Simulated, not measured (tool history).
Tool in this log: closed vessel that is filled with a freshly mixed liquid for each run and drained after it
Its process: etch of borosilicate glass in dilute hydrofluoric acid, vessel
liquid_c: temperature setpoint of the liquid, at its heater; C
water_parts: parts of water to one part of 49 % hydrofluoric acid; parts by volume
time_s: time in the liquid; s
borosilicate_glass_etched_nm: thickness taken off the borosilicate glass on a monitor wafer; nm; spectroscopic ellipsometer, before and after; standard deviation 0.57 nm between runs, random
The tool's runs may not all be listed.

{"run": 1, "hour": 0.0, "liquid_c": 22.0, "water_parts": 50, "time_s": 145, "borosilicate_glass_etched_nm": 66.846}
{"run": 2, "hour": 2.0, "liquid_c": 22.0, "water_parts": 65, "time_s": 145, "borosilicate_glass_etched_nm": 50.228}
{"run": 3, "hour": 5.0, "liquid_c": 24.0, "water_parts": 60, "time_s": 145, "borosilicate_glass_etched_nm": 59.392}
{"run": 4, "hour": 11.1, "liquid_c": 22.0, "water_parts": 60, "time_s": 145, "borosilicate_glass_etched_nm": 55.088}
{"run": 5, "hour": 17.4, "liquid_c": 24.0, "water_parts": 55, "time_s": 145, "borosilicate_glass_etched_nm": 64.884}
{"run": 6, "hour": 19.8, "liquid_c": 24.0, "water_parts": 55, "time_s": 155, "borosilicate_glass_etched_nm": 70.037}
{"run": 7, "hour": 26.8, "liquid_c": 28.0, "water_parts": 45, "time_s": 155, "borosilicate_glass_etched_nm": 101.19}

For run 8, what comes out?
{"run": 8, "hour": 31.9, "liquid_c": 28.5, "water_parts": 45, "time_s": 155, "borosilicate_glass_etched_nm": "?"}

Run 8 gave borosilicate_glass_etched_nm 103.770 nm.
